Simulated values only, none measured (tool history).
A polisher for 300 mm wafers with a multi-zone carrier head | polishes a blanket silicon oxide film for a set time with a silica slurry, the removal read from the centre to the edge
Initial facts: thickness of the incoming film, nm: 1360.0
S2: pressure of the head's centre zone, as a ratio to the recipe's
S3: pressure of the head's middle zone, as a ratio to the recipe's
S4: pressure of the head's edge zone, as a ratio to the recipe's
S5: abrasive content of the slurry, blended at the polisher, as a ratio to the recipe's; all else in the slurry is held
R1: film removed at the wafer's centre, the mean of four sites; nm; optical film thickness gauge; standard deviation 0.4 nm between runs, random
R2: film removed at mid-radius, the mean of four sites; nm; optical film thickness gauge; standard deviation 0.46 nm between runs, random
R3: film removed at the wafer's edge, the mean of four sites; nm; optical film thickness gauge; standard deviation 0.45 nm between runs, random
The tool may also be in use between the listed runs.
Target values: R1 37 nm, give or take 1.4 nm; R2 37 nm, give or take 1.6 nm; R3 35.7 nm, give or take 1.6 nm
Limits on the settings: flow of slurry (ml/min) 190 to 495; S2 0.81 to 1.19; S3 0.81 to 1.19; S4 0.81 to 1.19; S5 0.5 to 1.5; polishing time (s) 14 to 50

{"run": 1, "hour": 0.0, "flow of slurry (ml/min)": 320, "S2": 1, "S3": 1, "S4": 1, "S5": 1, "polishing time (s)": 32, "R1": 88.151, "R2": 84.907, "R3": 81.834}
{"run": 2, "hour": 3.3, "flow of slurry (ml/min)": 320, "S2": 0.98, "S3": 0.99, "S4": 0.98, "S5": 0.9, "polishing time (s)": 28, "R1": 69.917, "R2": 70.467, "R3": 68.397}
{"run": 3, "hour": 10.8, "flow of slurry (ml/min)": 320, "S2": 0.98, "S3": 0.99, "S4": 1.01, "S5": 0.9, "polishing time (s)": 28, "R1": 72.237, "R2": 68.921, "R3": 69.441}
{"run": 4, "hour": 14.8, "flow of slurry (ml/min)": 320, "S2": 0.98, "S3": 0.99, "S4": 1.01, "S5": 0.9, "polishing time (s)": 31, "R1": 79.618, "R2": 77.349, "R3": 76.237}
{"run": 5, "hour": 17.1, "flow of slurry (ml/min)": 320, "S2": 0.98, "S3": 0.99, "S4": 1.06, "S5": 0.9, "polishing time (s)": 31, "R1": 79.522, "R2": 77.794, "R3": 79.361}
{"run": 6, "hour": 17.8, "flow of slurry (ml/min)": 320, "S2": 0.98, "S3": 0.99, "S4": 1.06, "S5": 0.9, "polishing time (s)": 24, "R1": 60.784, "R2": 59.015, "R3": 61.199}
{"run": 7, "hour": 23.4, "flow of slurry (ml/min)": 320, "S2": 0.98, "S3": 0.99, "S4": 1.03, "S5": 0.8, "polishing time (s)": 22, "R1": 52.173, "R2": 51.168, "R3": 50.982}
{"run": 8, "hour": 27.2, "flow of slurry (ml/min)": 320, "S2": 0.97, "S3": 0.98, "S4": 1.01, "S5": 0.75, "polishing time (s)": 21, "R1": 48.244, "R2": 46.95, "R3": 46.854}
{"run": 9, "hour": 34.1, "flow of slurry (ml/min)": 320, "S2": 0.95, "S3": 0.97, "S4": 0.98, "S5": 0.7, "polishing time (s)": 21, "R1": 44.819, "R2": 44.52, "R3": 44.344}
{"run": 10, "hour": 35.2, "flow of slurry (ml/min)": 330, "S2": 0.93, "S3": 0.93, "S4": 0.88, "S5": 0.5, "polishing time (s)": 20, "R1": 34.115, "R2": 32.455, "R3": 33.36}
{"run": 11, "hour": 36.4, "flow of slurry (ml/min)": 330, "S2": 0.94, "S3": 0.95, "S4": 0.89, "S5": 0.5, "polishing time (s)": 20, "R1": 33.361, "R2": 33.615, "R3": 32.896}

Consider the 4 candidate settings below. Which is the only one whose results all fall within their allowed miss of target?
{"run": "A", "hour": 37.6, "flow of slurry (ml/min)": 365, "S2": 0.88, "S3": 0.92, "S4": 1, "S5": 0.5, "polishing time (s)": 23, "R1": "?", "R2": "?", "R3": "?"}
{"run": "B", "hour": 37.6, "flow of slurry (ml/min)": 415, "S2": 0.92, "S3": 0.93, "S4": 0.82, "S5": 0.5, "polishing time (s)": 22, "R1": "?", "R2": "?", "R3": "?"}
{"run": "C", "hour": 37.6, "flow of slurry (ml/min)": 260, "S2": 0.99, "S3": 0.92, "S4": 0.98, "S5": 0.6, "polishing time (s)": 19, "R1": "?", "R2": "?", "R3": "?"}
{"run": "D", "hour": 37.6, "flow of slurry (ml/min)": 230, "S2": 0.81, "S3": 0.91, "S4": 0.97, "S5": 0.5, "polishing time (s)": 24, "R1": "?", "R2": "?", "R3": "?"}

move=A R1=36.924 R2=37.722 R3=39.701
move=B R1=37.348 R2=36.772 R3=35.804
move=C R1=37.695 R2=34.304 R3=36.148
move=D R1=33.545 R2=37.141 R3=39.471
A: brings the result that was furthest off to its target, and leaves another outside
B: in spec on every target
C: brings the result that was furthest off to its target, and leaves another outside
D: nearer the targets than the last run, but a result is still out of spec
B meets every target.
